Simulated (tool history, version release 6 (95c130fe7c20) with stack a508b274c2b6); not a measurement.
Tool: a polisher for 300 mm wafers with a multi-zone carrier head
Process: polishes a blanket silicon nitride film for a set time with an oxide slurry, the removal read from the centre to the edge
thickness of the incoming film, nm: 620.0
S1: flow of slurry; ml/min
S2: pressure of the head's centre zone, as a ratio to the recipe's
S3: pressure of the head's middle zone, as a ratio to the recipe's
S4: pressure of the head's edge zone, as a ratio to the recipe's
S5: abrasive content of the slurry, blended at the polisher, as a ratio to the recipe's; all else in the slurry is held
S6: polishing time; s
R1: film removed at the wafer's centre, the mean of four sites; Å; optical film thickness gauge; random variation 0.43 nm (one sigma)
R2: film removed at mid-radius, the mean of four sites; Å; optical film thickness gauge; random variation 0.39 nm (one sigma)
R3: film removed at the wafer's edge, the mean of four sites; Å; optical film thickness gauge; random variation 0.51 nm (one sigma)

run 1 hour=0 | S1=275 S2=1 S3=1 S4=1 S5=1 S6=68 | R1=651.46 R2=640.31 R3=624.52
run 2 hour=6 | S1=275 S2=1 S3=1 S4=0.92 S5=1 S6=68 | R1=649.26 R2=637.61 R3=597.49
run 3 hour=8.8 | S1=270 S2=0.96 S3=0.99 S4=0.9 S5=0.85 S6=67 | R1=561.25 R2=570.89 R3=528.22
run 4 hour=16.3 | S1=265 S2=0.93 S3=0.97 S4=0.88 S5=0.75 S6=67 | R1=502.06 R2=518.53 R3=488.7
run 5 hour=24.2 | S1=260 S2=0.91 S3=0.96 S4=0.86 S5=0.7 S6=67 | R1=470.43 R2=493.04 R3=474.68
run 6 hour=24.9 | S1=220 S2=0.91 S3=0.96 S4=0.86 S5=0.7 S6=67 | R1=457.46 R2=472.59 R3=450.31
run 7 hour=30.9 | S1=220 S2=0.91 S3=0.96 S4=0.86 S5=0.7 S6=67 | R1=454.99 R2=480.12 R3=461.77

The next listed run, before its measurement:
run 8 hour=34.4 | S1=210 S2=0.91 S3=0.96 S4=0.84 S5=0.7 S6=67 | R1=? R2=? R3=?

Run 8 gave R1 453.93 Å, R2 473.67 Å, R3 440.22 Å.
